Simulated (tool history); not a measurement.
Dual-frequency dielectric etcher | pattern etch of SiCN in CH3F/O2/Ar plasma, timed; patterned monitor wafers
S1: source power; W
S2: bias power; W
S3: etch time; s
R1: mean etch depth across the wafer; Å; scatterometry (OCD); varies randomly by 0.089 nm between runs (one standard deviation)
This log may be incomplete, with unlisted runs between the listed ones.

run	hour	S1	S2	S3	R1
1	0	490	95	91	419.74
2	4.1	490	95	95.5	440.72
3	13	450	94	95.5	418.97
4	14.5	430	94	95.5	409.56
5	23.3	430	83	95.5	396.04
6	31.1	430	90	95.5	405.32

Run 7 is up next; what results do you expect?
7	36.1	420	90	95.5	?

R1: 399.08 Å
